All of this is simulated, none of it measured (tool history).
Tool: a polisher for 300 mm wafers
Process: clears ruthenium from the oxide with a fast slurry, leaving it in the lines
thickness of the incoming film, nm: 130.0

run	hour	flow of slurry (ml/min)	pressure of the wafer on the pad (kPa)	speed of the pad under the wafer (m/s)	abrasive content of the slurry	overpolish time after the end point (s)	time until the end point was called (s)	dishing of a wide line in a test structure (angstrom)
1	0.0	155	17.2	1.18	1.00	8	24.776	252.730
2	7.7	155	20.7	1.18	1.00	8	20.449	292.780
3	13.0	155	20.7	1.18	1.00	10	20.269	352.830
4	17.5	155	23.4	1.18	1.00	10	17.965	384.630
5	20.0	155	23.4	1.18	1.00	12	17.727	450.490
6	27.6	155	20.0	1.18	1.00	12	21.066	382.890
7	29.2	155	18.6	1.14	1.00	11	23.426	332.290
8	34.2	110	18.6	0.80	0.75	7	40.719	145.990

Run 9 comes next. What will it give?
9	42.8	155	13.8	0.60	1.00	3	?	?

time until the end point was called (s): 56.660
dishing of a wide line in a test structure (angstrom): 46.852

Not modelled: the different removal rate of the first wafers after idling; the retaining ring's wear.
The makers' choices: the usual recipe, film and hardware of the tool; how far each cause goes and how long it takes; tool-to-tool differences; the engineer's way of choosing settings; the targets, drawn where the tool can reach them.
